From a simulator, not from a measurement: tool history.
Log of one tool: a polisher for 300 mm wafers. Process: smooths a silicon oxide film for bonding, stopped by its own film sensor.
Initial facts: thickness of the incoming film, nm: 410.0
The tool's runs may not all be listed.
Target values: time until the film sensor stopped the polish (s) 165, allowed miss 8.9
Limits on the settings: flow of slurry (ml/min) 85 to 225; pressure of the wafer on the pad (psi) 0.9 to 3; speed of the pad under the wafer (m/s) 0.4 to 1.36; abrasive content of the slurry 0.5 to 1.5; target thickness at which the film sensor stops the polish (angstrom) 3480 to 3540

| run | hour | flow of slurry (ml/min) | pressure of the wafer on the pad (psi) | speed of the pad under the wafer (m/s) | abrasive content of the slurry | target thickness at which the film sensor stops the polish (angstrom) | time until the film sensor stopped the polish (s) |
|---|---|---|---|---|---|---|---|
| 1 | 0 | 145 | 1.9 | 0.88 | 1 | 3480 | 116.88 |
| 2 | 8.1 | 160 | 1.9 | 0.88 | 1 | 3480 | 112.87 |
| 3 | 11.1 | 160 | 2.3 | 0.88 | 1 | 3480 | 95.995 |
| 4 | 16.9 | 160 | 2.1 | 0.86 | 1 | 3480 | 105.36 |
| 5 | 21 | 160 | 2.1 | 0.86 | 1 | 3540 | 96.832 |
| 6 | 27.8 | 155 | 1.9 | 0.84 | 1 | 3540 | 109.24 |
| 7 | 36 | 150 | 1.7 | 0.82 | 1 | 3540 | 125.78 |
| 8 | 39.9 | 145 | 1.6 | 0.82 | 1 | 3540 | 131.61 |
| 9 | 48.8 | 145 | 1.5 | 0.82 | 1 | 3540 | 140.12 |

Below are 4 possible settings for the next run. Only one of them brings all results inside the allowed miss of their targets. Which is it?
| A | 57.7 | 200 | 1.9 | 0.74 | 1.15 | 3520 | ? |
| B | 57.7 | 145 | 2 | 0.94 | 0.9 | 3480 | ? |
| C | 57.7 | 135 | 1.6 | 0.9 | 0.95 | 3520 | ? |
| D | 57.7 | 90 | 1.3 | 0.94 | 1.1 | 3500 | ? |

| move | time until the film sensor stopped the polish (s) |
|---|---|
| A | 117.17 |
| B | 113.61 |
| C | 135.05 |
| D | 167.28 |
A: lands further from the targets than the last run did
B: lands further from the targets than the last run did
C: lands further from the targets than the last run did
D: every result within its allowed miss
D meets every target.

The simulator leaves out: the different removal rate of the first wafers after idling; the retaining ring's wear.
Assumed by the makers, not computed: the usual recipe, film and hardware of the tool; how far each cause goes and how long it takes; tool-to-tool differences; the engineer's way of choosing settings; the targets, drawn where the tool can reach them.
